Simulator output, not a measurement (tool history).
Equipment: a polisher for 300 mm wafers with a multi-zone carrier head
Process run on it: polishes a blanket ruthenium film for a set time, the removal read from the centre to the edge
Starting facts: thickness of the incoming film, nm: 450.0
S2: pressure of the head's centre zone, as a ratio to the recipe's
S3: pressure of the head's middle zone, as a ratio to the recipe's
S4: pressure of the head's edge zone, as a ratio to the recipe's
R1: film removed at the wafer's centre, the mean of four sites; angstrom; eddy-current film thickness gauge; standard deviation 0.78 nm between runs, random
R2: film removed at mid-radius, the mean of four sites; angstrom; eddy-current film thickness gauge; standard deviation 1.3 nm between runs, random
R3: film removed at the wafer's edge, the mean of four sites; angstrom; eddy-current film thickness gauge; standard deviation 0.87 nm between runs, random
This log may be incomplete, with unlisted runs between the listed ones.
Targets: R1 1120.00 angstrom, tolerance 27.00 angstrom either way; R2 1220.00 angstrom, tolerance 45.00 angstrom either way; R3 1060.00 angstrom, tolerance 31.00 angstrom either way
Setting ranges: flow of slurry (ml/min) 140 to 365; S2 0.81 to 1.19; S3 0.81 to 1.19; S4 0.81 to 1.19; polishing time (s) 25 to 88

run 1 hour=0.0 | flow_of_slurry_(ml/min)=235 S2=1.00 S3=1.00 S4=1.00 polishing_time_(s)=56 | R1=886.55 R2=900.19 R3=887.65
run 2 hour=2.9 | flow_of_slurry_(ml/min)=235 S2=1.00 S3=1.00 S4=1.00 polishing_time_(s)=50 | R1=791.99 R2=819.01 R3=786.75
run 3 hour=10.2 | flow_of_slurry_(ml/min)=235 S2=0.94 S3=1.00 S4=1.00 polishing_time_(s)=50 | R1=744.32 R2=816.35 R3=799.92
run 4 hour=12.3 | flow_of_slurry_(ml/min)=245 S2=0.96 S3=1.03 S4=1.02 polishing_time_(s)=52 | R1=793.02 R2=889.99 R3=835.36
run 5 hour=15.3 | flow_of_slurry_(ml/min)=250 S2=0.98 S3=1.04 S4=1.04 polishing_time_(s)=54 | R1=852.69 R2=918.91 R3=873.68
run 6 hour=24.1 | flow_of_slurry_(ml/min)=250 S2=0.90 S3=1.04 S4=1.04 polishing_time_(s)=54 | R1=788.24 R2=921.85 R3=863.43
run 7 hour=29.3 | flow_of_slurry_(ml/min)=255 S2=0.93 S3=1.06 S4=1.05 polishing_time_(s)=56 | R1=839.70 R2=962.10 R3=914.56
run 8 hour=36.9 | flow_of_slurry_(ml/min)=320 S2=1.03 S3=1.16 S4=0.95 polishing_time_(s)=65 | R1=1111.10 R2=1236.60 R3=1024.20

Exercise: of the 4 proposed moves below, exactly one satisfies all targets within the stated allowed misses. Which move is it?
run A hour=44.5 | flow_of_slurry_(ml/min)=365 S2=1.06 S3=1.14 S4=0.83 polishing_time_(s)=62 | R1=? R2=? R3=?
run B hour=44.5 | flow_of_slurry_(ml/min)=280 S2=1.00 S3=1.17 S4=0.97 polishing_time_(s)=69 | R1=? R2=? R3=?
run C hour=44.5 | flow_of_slurry_(ml/min)=330 S2=1.08 S3=1.19 S4=0.96 polishing_time_(s)=61 | R1=? R2=? R3=?
run D hour=44.5 | flow_of_slurry_(ml/min)=365 S2=1.02 S3=1.11 S4=0.98 polishing_time_(s)=66 | R1=? R2=? R3=?

move=A R1=1100.10 R2=1174.40 R3=926.20
move=B R1=1126.60 R2=1307.20 R3=1087.90
move=C R1=1093.70 R2=1189.20 R3=967.36
move=D R1=1126.30 R2=1221.90 R3=1064.60
A: misses by more than the last run did
B: corrects the largest miss of the last run, while another result sits out of spec
C: misses by more than the last run did
D: all results in spec
Correct choice: D, which meets every target
